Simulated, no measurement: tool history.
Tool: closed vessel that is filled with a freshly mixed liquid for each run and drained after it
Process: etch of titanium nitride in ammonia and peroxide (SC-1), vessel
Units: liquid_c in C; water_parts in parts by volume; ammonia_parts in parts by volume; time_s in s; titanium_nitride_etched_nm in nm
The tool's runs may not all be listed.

{"run": 1, "day": 0.0, "liquid_c": 57, "water_parts": 13, "ammonia_parts": 0.55, "time_s": 145, "titanium_nitride_etched_nm": 9.6807}
{"run": 2, "day": 0.029, "liquid_c": 57, "water_parts": 15.5, "ammonia_parts": 0.55, "time_s": 145, "titanium_nitride_etched_nm": 8.8413}
{"run": 3, "day": 0.346, "liquid_c": 58.5, "water_parts": 15.5, "ammonia_parts": 0.55, "time_s": 145, "titanium_nitride_etched_nm": 9.7423}
{"run": 4, "day": 0.433, "liquid_c": 58.5, "water_parts": 15.5, "ammonia_parts": 0.55, "time_s": 145, "titanium_nitride_etched_nm": 9.7535}
{"run": 5, "day": 0.8, "liquid_c": 58.5, "water_parts": 15.5, "ammonia_parts": 0.35, "time_s": 145, "titanium_nitride_etched_nm": 8.9768}
{"run": 6, "day": 0.908, "liquid_c": 58.5, "water_parts": 15.5, "ammonia_parts": 0.35, "time_s": 145, "titanium_nitride_etched_nm": 8.967}
{"run": 7, "day": 1.217, "liquid_c": 60, "water_parts": 15.5, "ammonia_parts": 0.35, "time_s": 145, "titanium_nitride_etched_nm": 9.9406}

The next listed run, before its measurement:
{"day": 1.438, "done": "ammonia flow meter replaced"}
{"run": 8, "day": 1.438, "liquid_c": 61, "water_parts": 15.5, "ammonia_parts": 0.35, "time_s": 145, "titanium_nitride_etched_nm": "?"}

{"run 8": {"titanium_nitride_etched_nm": 10.843}}
